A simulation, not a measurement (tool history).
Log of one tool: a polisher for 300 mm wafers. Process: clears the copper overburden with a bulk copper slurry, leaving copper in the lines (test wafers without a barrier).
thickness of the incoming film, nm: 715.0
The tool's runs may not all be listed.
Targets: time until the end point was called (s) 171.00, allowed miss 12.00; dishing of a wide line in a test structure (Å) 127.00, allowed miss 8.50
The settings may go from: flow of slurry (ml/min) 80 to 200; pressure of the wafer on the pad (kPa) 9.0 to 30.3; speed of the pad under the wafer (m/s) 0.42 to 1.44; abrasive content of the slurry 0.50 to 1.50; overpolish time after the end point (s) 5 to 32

run	hour	flow of slurry (ml/min)	pressure of the wafer on the pad (kPa)	speed of the pad under the wafer (m/s)	abrasive content of the slurry	overpolish time after the end point (s)	time until the end point was called (s)	dishing of a wide line in a test structure (Å)
1	0.0	130	19.3	0.92	1.00	16	108.69	301.88
2	4.0	130	17.2	0.90	1.00	14	119.96	286.99
3	5.1	130	15.9	0.88	1.00	12	127.96	252.75
4	11.9	130	15.9	0.88	1.00	8	130.63	213.46
5	17.2	160	15.9	0.88	1.00	8	128.47	215.50
# hour 19.8: slurry blender recalibrated
6	19.8	170	14.5	0.86	1.10	7	130.33	189.75
7	28.5	175	13.1	0.82	1.15	7	144.70	176.69
8	29.7	180	12.4	0.80	1.20	7	154.48	170.31
9	38.7	200	9.0	0.80	1.45	5	198.03	112.83
10	43.1	200	9.7	0.80	1.45	5	184.72	116.80

Which of these 4 next moves meets every target?
A	47.5	200	12.4	0.70	1.50	5	?	?
B	47.5	135	10.3	0.62	1.35	7	?	?
C	47.5	185	9.0	0.80	1.35	8	?	?
D	47.5	200	9.7	1.04	1.50	5	?	?

move	time until the end point was called (s)	dishing of a wide line in a test structure (Å)
A	163.24	131.79
B	234.24	128.74
C	195.82	160.33
D	138.22	147.79
A: meets every target
B: brings the result that was furthest off to its target, and leaves another outside
C: takes the result that was furthest off past its target
D: takes the result that was furthest off past its target
Move A is the one to make.
